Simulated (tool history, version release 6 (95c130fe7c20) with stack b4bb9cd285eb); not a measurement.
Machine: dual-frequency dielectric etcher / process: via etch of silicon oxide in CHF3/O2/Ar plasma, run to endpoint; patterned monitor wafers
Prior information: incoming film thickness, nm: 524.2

run	day	source power (W)	bias power (W)	endpoint time (s)
1	0	640	156	264.88
2	0.121	640	183	256.29
3	0.35	660	185	250.65
4	0.621	620	185	257.7
5	0.804	640	186	254.11
6	1.142	660	187	253.9
7	1.446	680	190	245.01

Forecast run 8:
8	1.658	690	190	?

endpoint time (s): 248.68

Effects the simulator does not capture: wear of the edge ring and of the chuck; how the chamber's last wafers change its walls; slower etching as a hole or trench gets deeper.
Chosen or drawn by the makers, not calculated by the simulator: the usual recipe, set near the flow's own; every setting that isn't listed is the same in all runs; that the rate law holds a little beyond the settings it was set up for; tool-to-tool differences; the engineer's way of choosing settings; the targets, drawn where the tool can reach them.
